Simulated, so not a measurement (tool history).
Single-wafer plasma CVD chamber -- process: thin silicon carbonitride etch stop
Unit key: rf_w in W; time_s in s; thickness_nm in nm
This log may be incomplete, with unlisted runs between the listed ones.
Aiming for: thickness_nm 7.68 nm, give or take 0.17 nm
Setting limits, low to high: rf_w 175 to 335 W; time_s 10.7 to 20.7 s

{"run": 1, "hour": 0.0, "rf_w": 255, "time_s": 15.7, "thickness_nm": 9.3742}
{"run": 2, "hour": 6.1, "rf_w": 255, "time_s": 13.6, "thickness_nm": 8.0844}
{"run": 3, "hour": 14.3, "rf_w": 285, "time_s": 13.6, "thickness_nm": 8.3588}
{"run": 4, "hour": 22.6, "rf_w": 275, "time_s": 13.4, "thickness_nm": 8.1578}
{"run": 5, "hour": 30.0, "rf_w": 275, "time_s": 14.6, "thickness_nm": 8.9186}
{"run": 6, "hour": 35.0, "rf_w": 255, "time_s": 14.6, "thickness_nm": 8.7179}
{"run": 7, "hour": 41.2, "rf_w": 245, "time_s": 14.2, "thickness_nm": 8.4141}
{"run": 8, "hour": 49.0, "rf_w": 240, "time_s": 13.9, "thickness_nm": 8.087}
{"run": 9, "hour": 53.8, "rf_w": 235, "time_s": 13.8, "thickness_nm": 8.0152}
{"run": 10, "hour": 57.9, "rf_w": 230, "time_s": 13.7, "thickness_nm": 7.9115}

Below are 5 possible settings for the next run. Only one of them brings all results inside the allowed miss of their targets. Which is it?
{"run": "A", "hour": 62.0, "rf_w": 245, "time_s": 14, "thickness_nm": "?"}
{"run": "B", "hour": 62.0, "rf_w": 230, "time_s": 13.3, "thickness_nm": "?"}
{"run": "C", "hour": 62.0, "rf_w": 240, "time_s": 12.5, "thickness_nm": "?"}
{"run": "D", "hour": 62.0, "rf_w": 205, "time_s": 14.3, "thickness_nm": "?"}
{"run": "E", "hour": 62.0, "rf_w": 250, "time_s": 13.9, "thickness_nm": "?"}

move=A thickness_nm=8.2903
move=B thickness_nm=7.7346
move=C thickness_nm=7.3585
move=D thickness_nm=8.0477
move=E thickness_nm=8.279
A: the biggest miss grows against the last run
B: all results land within tolerance of their targets
C: carries the result that was furthest off beyond its target, to the other side
D: the biggest miss grows against the last run
E: the biggest miss grows against the last run
Move B is the one to make.
